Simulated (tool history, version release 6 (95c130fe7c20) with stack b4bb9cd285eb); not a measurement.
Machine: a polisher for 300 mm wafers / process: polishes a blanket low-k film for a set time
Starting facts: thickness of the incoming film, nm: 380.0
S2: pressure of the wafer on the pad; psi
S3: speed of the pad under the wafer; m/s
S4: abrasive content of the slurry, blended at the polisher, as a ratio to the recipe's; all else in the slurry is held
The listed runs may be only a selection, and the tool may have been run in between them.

run 1 hour=0 | flow_of_slurry_(ml/min)=190 S2=2 S3=0.84 S4=1 polishing_time_(s)=118 | film_removed_(angstrom)=474.13
run 2 hour=5.2 | flow_of_slurry_(ml/min)=185 S2=2 S3=0.84 S4=1 polishing_time_(s)=118 | film_removed_(angstrom)=477.13
run 3 hour=7.9 | flow_of_slurry_(ml/min)=185 S2=2 S3=1.02 S4=1 polishing_time_(s)=118 | film_removed_(angstrom)=552.67
run 4 hour=12.4 | flow_of_slurry_(ml/min)=185 S2=2 S3=1.02 S4=1.15 polishing_time_(s)=118 | film_removed_(angstrom)=602.44
-- hour=18.9 head pressure recalibrated
run 5 hour=18.9 | flow_of_slurry_(ml/min)=185 S2=2 S3=1.02 S4=1.25 polishing_time_(s)=118 | film_removed_(angstrom)=664.29
run 6 hour=26.4 | flow_of_slurry_(ml/min)=165 S2=2 S3=1.02 S4=1.25 polishing_time_(s)=118 | film_removed_(angstrom)=659.17
run 7 hour=27.4 | flow_of_slurry_(ml/min)=155 S2=1.4 S3=1.02 S4=1.25 polishing_time_(s)=118 | film_removed_(angstrom)=494.05
run 8 hour=30.5 | flow_of_slurry_(ml/min)=155 S2=1.3 S3=1.02 S4=1.25 polishing_time_(s)=118 | film_removed_(angstrom)=466.31

Predict the results of run 9:
run 9 hour=37.6 | flow_of_slurry_(ml/min)=155 S2=1.2 S3=1.02 S4=1.25 polishing_time_(s)=118 | film_removed_(angstrom)=?

Logged for run 9: film removed (angstrom) 440.07.

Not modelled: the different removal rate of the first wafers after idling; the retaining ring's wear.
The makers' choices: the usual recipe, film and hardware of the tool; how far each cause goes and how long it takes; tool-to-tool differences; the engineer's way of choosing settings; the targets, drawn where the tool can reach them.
